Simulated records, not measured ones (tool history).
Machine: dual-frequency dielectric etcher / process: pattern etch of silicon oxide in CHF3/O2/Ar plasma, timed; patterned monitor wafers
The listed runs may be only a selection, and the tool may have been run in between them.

run	day	source power (W)	bias power (W)	etch time (s)	mean etch depth across the wafer (Å)
1	0.000	810	186	671.5	14737
2	0.029	810	186	701.5	15456
3	0.354	810	186	701.5	15440
4	0.592	810	186	701.5	15374
5	0.804	810	186	701.5	15397
6	1.108	810	186	671.5	14789
7	1.458	760	179	671.5	14116

Predict the results of run 8:
8	1.546	720	175	671.5	?

Logged for run 8: mean etch depth across the wafer (Å) 13554.

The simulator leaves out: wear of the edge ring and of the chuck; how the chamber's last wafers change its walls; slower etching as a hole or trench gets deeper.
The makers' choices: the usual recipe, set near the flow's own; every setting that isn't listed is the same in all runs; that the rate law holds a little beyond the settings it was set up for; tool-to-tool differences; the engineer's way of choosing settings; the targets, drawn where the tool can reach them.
